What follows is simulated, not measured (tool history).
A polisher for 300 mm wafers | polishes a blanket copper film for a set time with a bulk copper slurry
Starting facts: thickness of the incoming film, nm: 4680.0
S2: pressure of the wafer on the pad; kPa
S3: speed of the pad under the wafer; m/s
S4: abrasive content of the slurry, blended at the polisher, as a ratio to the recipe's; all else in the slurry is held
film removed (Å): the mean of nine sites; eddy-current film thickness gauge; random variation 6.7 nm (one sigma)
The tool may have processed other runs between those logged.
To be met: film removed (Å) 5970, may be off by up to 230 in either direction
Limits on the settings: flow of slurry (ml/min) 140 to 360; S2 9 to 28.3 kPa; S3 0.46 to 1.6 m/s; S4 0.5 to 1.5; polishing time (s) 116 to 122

{"run": 1, "day": 0.0, "flow of slurry (ml/min)": 230, "S2": 18.6, "S3": 1.02, "S4": 1, "polishing time (s)": 116, "film removed (Å)": 11001}
{"run": 2, "day": 0.296, "flow of slurry (ml/min)": 230, "S2": 18.6, "S3": 1.28, "S4": 1, "polishing time (s)": 116, "film removed (Å)": 13885}
{"run": 3, "day": 0.625, "flow of slurry (ml/min)": 225, "S2": 15.2, "S3": 1.16, "S4": 1, "polishing time (s)": 116, "film removed (Å)": 10364}
{"run": 4, "day": 0.829, "flow of slurry (ml/min)": 225, "S2": 17.9, "S3": 1.16, "S4": 1, "polishing time (s)": 116, "film removed (Å)": 12097}
{"run": 5, "day": 1.158, "flow of slurry (ml/min)": 225, "S2": 13.8, "S3": 1.16, "S4": 1, "polishing time (s)": 116, "film removed (Å)": 9308.7}
{"run": 6, "day": 1.308, "flow of slurry (ml/min)": 225, "S2": 13.8, "S3": 1.16, "S4": 1, "polishing time (s)": 122, "film removed (Å)": 9740.8}
{"run": 7, "day": 1.629, "flow of slurry (ml/min)": 225, "S2": 12.4, "S3": 1.1, "S4": 1, "polishing time (s)": 122, "film removed (Å)": 8347.8}
{"run": 8, "day": 1.946, "flow of slurry (ml/min)": 225, "S2": 11, "S3": 1.06, "S4": 1, "polishing time (s)": 122, "film removed (Å)": 7264.2}
{"run": 9, "day": 1.996, "flow of slurry (ml/min)": 225, "S2": 10.3, "S3": 1.04, "S4": 1, "polishing time (s)": 122, "film removed (Å)": 6619}
{"run": 10, "day": 2.188, "flow of slurry (ml/min)": 225, "S2": 9.7, "S3": 1.04, "S4": 1, "polishing time (s)": 122, "film removed (Å)": 6237.4}

Which single option among these 5 for the next run brings every result within its allowed miss of target? Just one does.
{"run": "A", "day": 2.379, "flow of slurry (ml/min)": 215, "S2": 11, "S3": 1.02, "S4": 0.85, "polishing time (s)": 119, "film removed (Å)": "?"}
{"run": "B", "day": 2.379, "flow of slurry (ml/min)": 245, "S2": 9.7, "S3": 1.18, "S4": 0.95, "polishing time (s)": 120, "film removed (Å)": "?"}
{"run": "C", "day": 2.379, "flow of slurry (ml/min)": 240, "S2": 11, "S3": 0.94, "S4": 1.05, "polishing time (s)": 122, "film removed (Å)": "?"}
{"run": "D", "day": 2.379, "flow of slurry (ml/min)": 220, "S2": 10.3, "S3": 0.96, "S4": 0.95, "polishing time (s)": 120, "film removed (Å)": "?"}
{"run": "E", "day": 2.379, "flow of slurry (ml/min)": 175, "S2": 12.4, "S3": 0.94, "S4": 0.8, "polishing time (s)": 122, "film removed (Å)": "?"}

move=A film_removed_(Å)=6583.1
move=B film_removed_(Å)=7049.3
move=C film_removed_(Å)=6672.5
move=D film_removed_(Å)=6075.4
move=E film_removed_(Å)=6653.2
A: lands further from the targets than the last run did
B: lands further from the targets than the last run did
C: lands further from the targets than the last run did
D: every result lands within tolerance
E: lands further from the targets than the last run did
So the answer is move D, the one that meets all the targets.
